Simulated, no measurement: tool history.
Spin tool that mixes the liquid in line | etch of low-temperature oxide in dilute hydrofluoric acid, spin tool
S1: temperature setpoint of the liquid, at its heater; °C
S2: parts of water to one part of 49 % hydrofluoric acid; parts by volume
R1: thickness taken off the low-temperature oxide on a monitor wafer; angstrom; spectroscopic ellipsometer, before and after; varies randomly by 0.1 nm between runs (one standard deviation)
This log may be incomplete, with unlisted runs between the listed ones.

Run 1, hour 0.0: S1 25.0 °C, S2 100 parts by volume, time under the liquid (s) 100. Result: R1 148.65 angstrom.
Run 2, hour 5.7: S1 22.5 °C, S2 100 parts by volume, time under the liquid (s) 100. Result: R1 137.16 angstrom.
Run 3, hour 9.4: S1 22.5 °C, S2 120 parts by volume, time under the liquid (s) 100. Result: R1 111.04 angstrom.
Run 4, hour 13.1: S1 26.0 °C, S2 120 parts by volume, time under the liquid (s) 100. Result: R1 128.83 angstrom.
Run 5, hour 19.6: S1 26.0 °C, S2 120 parts by volume, time under the liquid (s) 100. Result: R1 125.90 angstrom.
Run 6, hour 24.8: S1 26.0 °C, S2 90 parts by volume, time under the liquid (s) 100. Result: R1 173.13 angstrom.
Run 7, hour 32.3: S1 25.0 °C, S2 90 parts by volume, time under the liquid (s) 100. Result: R1 165.11 angstrom.
Run 8, hour 37.2: S1 24.0 °C, S2 90 parts by volume, time under the liquid (s) 100. Result: R1 163.36 angstrom.
Run 9, hour 39.2: S1 23.0 °C, S2 90 parts by volume, time under the liquid (s) 100. Result: R1 154.91 angstrom.
Run 10, hour 45.0: S1 22.0 °C, S2 90 parts by volume, time under the liquid (s) 100. Result: R1 151.30 angstrom.
At hour 49.5: hydrofluoric acid flow meter replaced.
Run 11, hour 49.5: S1 21.5 °C, S2 90 parts by volume, time under the liquid (s) 100. Result: R1 134.00 angstrom.

Run 12 has not been measured yet. What should we expect?
Run 12, hour 58.0: S1 21.5 °C, S2 90 parts by volume, time under the liquid (s) 100. Result: R1 ?.

R1: 132.99 angstrom
